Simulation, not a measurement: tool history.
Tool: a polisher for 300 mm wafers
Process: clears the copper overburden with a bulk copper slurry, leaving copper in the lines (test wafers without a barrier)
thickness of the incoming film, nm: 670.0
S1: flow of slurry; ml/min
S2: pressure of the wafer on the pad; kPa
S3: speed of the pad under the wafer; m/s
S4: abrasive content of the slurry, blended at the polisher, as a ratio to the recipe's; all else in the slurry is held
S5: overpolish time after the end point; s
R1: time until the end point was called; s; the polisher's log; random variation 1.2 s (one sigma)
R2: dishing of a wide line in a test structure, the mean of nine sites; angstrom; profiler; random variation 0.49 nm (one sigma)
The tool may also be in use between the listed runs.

run	hour	S1	S2	S3	S4	S5	R1	R2
1	0.0	180	15.9	0.96	1.00	18	70.712	483.57
2	8.4	200	15.9	0.96	1.00	18	68.285	467.87
3	10.9	180	15.9	0.96	1.00	18	69.805	463.63
4	17.0	180	13.8	0.96	1.00	18	78.968	484.59
5	19.8	200	13.8	0.96	1.00	18	79.243	460.32
6	27.8	180	13.8	0.96	1.00	18	79.850	458.04
7	36.0	190	13.1	0.96	1.00	17	82.194	444.56
8	36.8	200	12.4	0.96	1.00	16	87.500	414.70
9	44.9	210	11.7	0.98	1.00	15	89.973	396.01
10	46.0	220	11.0	1.02	0.95	14	93.008	392.66
11	47.7	170	6.9	1.14	1.20	5	129.500	158.25
12	52.6	175	6.9	1.14	1.20	5	124.970	160.11
13	59.2	180	6.9	1.14	1.20	5	124.710	149.13
14	61.1	185	7.6	1.14	1.20	5	113.490	168.67
15	67.5	235	9.0	1.14	1.20	7	95.572	251.79

Run 16 comes next. What will it give?
16	69.5	230	9.0	1.14	1.20	7	?	?

Run 16 gave R1 95.229 s, R2 241.90 angstrom.

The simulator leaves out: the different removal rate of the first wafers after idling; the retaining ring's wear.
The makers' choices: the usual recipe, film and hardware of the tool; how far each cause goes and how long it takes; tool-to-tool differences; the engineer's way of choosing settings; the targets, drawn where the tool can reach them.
